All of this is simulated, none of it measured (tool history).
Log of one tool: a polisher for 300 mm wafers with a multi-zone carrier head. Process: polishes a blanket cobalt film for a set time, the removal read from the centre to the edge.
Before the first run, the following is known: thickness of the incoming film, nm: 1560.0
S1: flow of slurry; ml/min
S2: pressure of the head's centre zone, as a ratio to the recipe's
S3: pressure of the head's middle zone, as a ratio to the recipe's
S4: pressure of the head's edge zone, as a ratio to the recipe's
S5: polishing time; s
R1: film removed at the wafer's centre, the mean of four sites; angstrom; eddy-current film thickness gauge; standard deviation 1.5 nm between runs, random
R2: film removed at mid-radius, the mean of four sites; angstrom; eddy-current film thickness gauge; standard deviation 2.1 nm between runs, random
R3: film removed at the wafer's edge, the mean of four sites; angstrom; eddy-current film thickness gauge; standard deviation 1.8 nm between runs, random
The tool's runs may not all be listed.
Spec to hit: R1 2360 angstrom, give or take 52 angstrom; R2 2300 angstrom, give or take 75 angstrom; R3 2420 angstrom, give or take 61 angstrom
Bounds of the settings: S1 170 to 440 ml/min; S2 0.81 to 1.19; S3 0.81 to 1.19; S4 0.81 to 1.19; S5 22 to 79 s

run	hour	S1	S2	S3	S4	S5	R1	R2	R3
1	0	280	1	1	1	50	1634.5	1597.1	1605.3
2	8.2	285	1.01	1.01	1.04	54	1783.2	1757.8	1752.1
3	12.5	285	1.01	0.97	1.04	54	1774.6	1725.6	1762.4
4	20.2	285	1.04	0.97	1.04	54	1836.8	1689.6	1784.8
5	27.4	285	1.04	0.91	1.04	54	1852	1615.5	1781.6
6	34.5	285	1.04	0.91	1.04	41	1382.2	1245	1343.4
7	37.8	285	1.04	0.94	1.07	48	1631.1	1483	1608.2
8	43.3	280	1.04	0.97	1.1	52	1756.4	1625.7	1756.3
9	49.9	280	1.04	1	1.12	56	1890.6	1835.4	1904
10	52.4	285	1.04	1	1.14	59	1993.2	1909.4	2022
11	60.4	275	1.04	1.01	1.15	61	2068.6	2001.4	2109.6
12	66.7	290	1.04	1.01	1.16	63	2139.8	2096.3	2162.8
13	68	270	1.05	1.02	1.17	64	2199.8	2079.9	2203.5
14	75	295	1.05	1.01	1.18	65	2230.1	2114.5	2294.1
15	78	305	1.05	1.02	1.18	66	2283.2	2161.1	2347.4
16	82.3	310	1.05	1.03	1.18	66	2289.4	2192.6	2296.9

Next run, 4 choices. One meets every target within its allowed miss, the rest don't. Which?
A	86.6	350	1.03	1.02	1.17	69	?	?	?
B	86.6	340	1.13	1.02	1.13	62	?	?	?
C	86.6	340	1.08	1.03	1.17	68	?	?	?
D	86.6	325	1.11	0.94	1.16	63	?	?	?

move	R1	R2	R3
A	2362.8	2335.5	2438.8
B	2324.8	2092.7	2148.5
C	2436.3	2314.8	2398.8
D	2309.3	1978	2208.9
A: meets every target
B: its largest miss is bigger than the last run's
C: the worst result of the last run now meets its target, but another is out of spec
D: its largest miss is bigger than the last run's
Correct choice: A, which meets every target
